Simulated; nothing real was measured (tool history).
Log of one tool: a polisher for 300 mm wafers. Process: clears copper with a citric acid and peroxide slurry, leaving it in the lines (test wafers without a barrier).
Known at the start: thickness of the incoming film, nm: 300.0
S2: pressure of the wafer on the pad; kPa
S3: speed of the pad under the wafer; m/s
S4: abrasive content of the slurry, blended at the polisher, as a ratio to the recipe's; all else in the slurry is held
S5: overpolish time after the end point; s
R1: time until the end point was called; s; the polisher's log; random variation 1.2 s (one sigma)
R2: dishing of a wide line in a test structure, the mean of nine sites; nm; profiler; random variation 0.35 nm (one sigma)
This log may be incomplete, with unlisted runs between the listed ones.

{"run": 1, "hour": 0.0, "flow of slurry (ml/min)": 200, "S2": 26.2, "S3": 1.0, "S4": 1.0, "S5": 23, "R1": 133.72, "R2": 35.106}
{"run": 2, "hour": 6.1, "flow of slurry (ml/min)": 200, "S2": 28.3, "S3": 1.04, "S4": 1.0, "S5": 18, "R1": 121.47, "R2": 31.359}
{"run": 3, "hour": 9.6, "flow of slurry (ml/min)": 200, "S2": 33.8, "S3": 1.04, "S4": 1.0, "S5": 18, "R1": 100.31, "R2": 37.735}
{"run": 4, "hour": 13.2, "flow of slurry (ml/min)": 200, "S2": 32.4, "S3": 1.12, "S4": 1.0, "S5": 14, "R1": 97.169, "R2": 29.611}
{"run": 5, "hour": 15.8, "flow of slurry (ml/min)": 180, "S2": 32.4, "S3": 1.12, "S4": 1.0, "S5": 14, "R1": 100.13, "R2": 29.795}
{"run": 6, "hour": 22.2, "flow of slurry (ml/min)": 180, "S2": 32.4, "S3": 1.2, "S4": 0.95, "S5": 12, "R1": 95.483, "R2": 26.781}
{"run": 7, "hour": 26.6, "flow of slurry (ml/min)": 185, "S2": 33.1, "S3": 1.24, "S4": 0.9, "S5": 11, "R1": 93.982, "R2": 25.451}
{"run": 8, "hour": 29.8, "flow of slurry (ml/min)": 190, "S2": 33.8, "S3": 1.28, "S4": 0.85, "S5": 10, "R1": 87.18, "R2": 24.084}
{"run": 9, "hour": 34.8, "flow of slurry (ml/min)": 195, "S2": 33.8, "S3": 1.28, "S4": 0.85, "S5": 10, "R1": 89.214, "R2": 24.857}
{"run": 10, "hour": 35.4, "flow of slurry (ml/min)": 185, "S2": 34.5, "S3": 1.28, "S4": 0.85, "S5": 7, "R1": 86.842, "R2": 17.713}
{"run": 11, "hour": 39.6, "flow of slurry (ml/min)": 190, "S2": 33.8, "S3": 1.3, "S4": 0.9, "S5": 8, "R1": 83.324, "R2": 20.424}
{"run": 12, "hour": 45.0, "flow of slurry (ml/min)": 180, "S2": 31.0, "S3": 1.32, "S4": 1.0, "S5": 11, "R1": 88.34, "R2": 25.97}

Run 13, settings as shown, results not yet in. Your forecast:
{"run": 13, "hour": 48.2, "flow of slurry (ml/min)": 180, "S2": 31.0, "S3": 1.32, "S4": 1.0, "S5": 11, "R1": "?", "R2": "?"}

R1: 90.878 s
R2: 26.174 nm

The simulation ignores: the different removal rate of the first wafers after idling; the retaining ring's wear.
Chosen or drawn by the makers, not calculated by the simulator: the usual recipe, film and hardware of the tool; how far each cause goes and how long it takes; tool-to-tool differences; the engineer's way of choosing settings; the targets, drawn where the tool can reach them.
